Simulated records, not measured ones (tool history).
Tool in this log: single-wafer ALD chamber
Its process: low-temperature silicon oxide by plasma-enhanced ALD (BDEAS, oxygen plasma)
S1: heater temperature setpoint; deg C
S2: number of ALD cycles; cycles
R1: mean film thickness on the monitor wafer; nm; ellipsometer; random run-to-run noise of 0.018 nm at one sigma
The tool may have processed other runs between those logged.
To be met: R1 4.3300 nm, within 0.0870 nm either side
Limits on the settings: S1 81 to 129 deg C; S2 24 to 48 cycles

run	hour	S1	S2	R1
1	0.0	105	36	4.9823
2	5.9	106	34	4.6992
3	11.5	106	29	4.0242
4	17.3	106	25	3.4633
5	20.5	105	27	3.7372
6	27.8	105	30	4.1568
7	34.4	103	30	4.1686
8	36.6	103	30	4.1939
9	38.6	101	30	4.1815
10	44.7	100	30	4.1710

Which single option among these 5 for the next run brings every result within its allowed miss of target? Just one does.
A	50.8	92	28	?
B	50.8	104	31	?
C	50.8	99	32	?
D	50.8	101	28	?
E	50.8	97	28	?

move	R1
A	4.0464
B	4.3223
C	4.5106
D	3.9254
E	3.9752
A: lands further from the targets than the last run did
B: all results land within tolerance of their targets
C: takes the biggest miss from the last run beyond its target
D: lands further from the targets than the last run did
E: lands further from the targets than the last run did
B meets every target.
